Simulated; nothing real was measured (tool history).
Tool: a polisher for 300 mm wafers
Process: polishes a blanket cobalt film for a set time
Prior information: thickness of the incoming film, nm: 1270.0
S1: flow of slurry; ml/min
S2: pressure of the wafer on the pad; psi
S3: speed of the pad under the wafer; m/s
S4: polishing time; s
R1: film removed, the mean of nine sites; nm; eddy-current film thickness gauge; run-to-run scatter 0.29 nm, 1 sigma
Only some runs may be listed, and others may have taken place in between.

run,day,S1,S2,S3,S4,R1
1,0.000,290,1.5,0.90,47,128.490
2,0.083,255,1.5,0.90,47,125.440
3,0.404,250,1.3,0.80,46,95.676
4,0.617,250,1.3,0.92,46,109.350
5,0.938,245,1.2,0.82,46,90.386
6,1.083,245,1.5,0.82,46,114.510
7,1.392,245,1.3,0.74,46,88.627

Predict the results of run 8:
# day 1.725: worn pad replaced by a new one
8,1.725,240,0.9,0.48,45,?

{"run 8": {"R1": 43.062}}
